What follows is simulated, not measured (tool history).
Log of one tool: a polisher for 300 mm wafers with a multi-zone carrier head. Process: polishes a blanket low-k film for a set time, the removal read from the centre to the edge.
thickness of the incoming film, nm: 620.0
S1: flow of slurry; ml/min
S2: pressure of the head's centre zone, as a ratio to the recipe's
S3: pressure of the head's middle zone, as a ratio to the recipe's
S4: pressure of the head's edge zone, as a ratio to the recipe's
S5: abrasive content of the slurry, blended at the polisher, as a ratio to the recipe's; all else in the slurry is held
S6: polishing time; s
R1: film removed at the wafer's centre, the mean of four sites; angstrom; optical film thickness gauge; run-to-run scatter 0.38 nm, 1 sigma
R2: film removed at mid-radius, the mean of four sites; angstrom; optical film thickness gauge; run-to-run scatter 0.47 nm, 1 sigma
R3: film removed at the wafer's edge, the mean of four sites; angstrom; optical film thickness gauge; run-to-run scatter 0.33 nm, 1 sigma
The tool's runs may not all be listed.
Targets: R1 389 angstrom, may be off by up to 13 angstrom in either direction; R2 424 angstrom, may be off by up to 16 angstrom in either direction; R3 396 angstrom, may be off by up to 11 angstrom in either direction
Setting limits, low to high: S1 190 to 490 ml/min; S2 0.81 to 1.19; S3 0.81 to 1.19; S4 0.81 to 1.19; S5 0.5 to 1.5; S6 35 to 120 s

run  hour   S1    S2    S3    S4    S5  S6      R1      R2      R3
  1     0  315     1     1     1     1  77  311.86  312.12  315.77
  2   1.1  315     1  0.97     1     1  77     317  302.52  308.98
  3     4  315  1.03  0.97     1     1  77  318.04   308.7  309.15
  4   6.7  320  1.04  0.99  1.02  1.05  77  325.46  317.55  319.86
  5  11.3  320  1.04  0.95  1.02  1.05  77  322.89  308.02  314.73
  6  15.9  320  1.12  0.95  1.02  1.05  77  347.22   312.5  319.58
  7  17.4  320  1.12  0.98  1.04   1.1  77  351.14  324.71  322.64
  8  23.9  320  1.11  0.99  1.05  1.15  77  350.55  321.61  335.13
  9  27.7  330  1.09  1.02  1.03   1.2  78  361.56  345.87   345.3
 10  35.7  335  1.09  1.05  1.03  1.25  78  360.15  357.05  347.93

Which one of the following 4 next-run settings gets every result inside its allowed miss? There is exactly one.
  A  43.7  400  0.97  1.17  0.99   1.2  97   ?   ?   ?
  B  43.7  330  1.05  1.14   1.1  1.25  86   ?   ?   ?
  C  43.7  310  0.81  1.17  1.18  1.35  86   ?   ?   ?
  D  43.7  385  1.19  0.86  0.99  1.15  72   ?   ?   ?

move      R1      R2      R3
   A  414.49  494.93  419.05
   B  386.74  429.84  393.41
   C  336.94  449.38  416.92
   D  344.65  278.42  307.35
A: pushes the last run's worst result past its target
B: hits every target within its allowed miss
C: pushes the last run's worst result past its target
D: its largest miss is bigger than the last run's
Correct choice: B, which meets every target
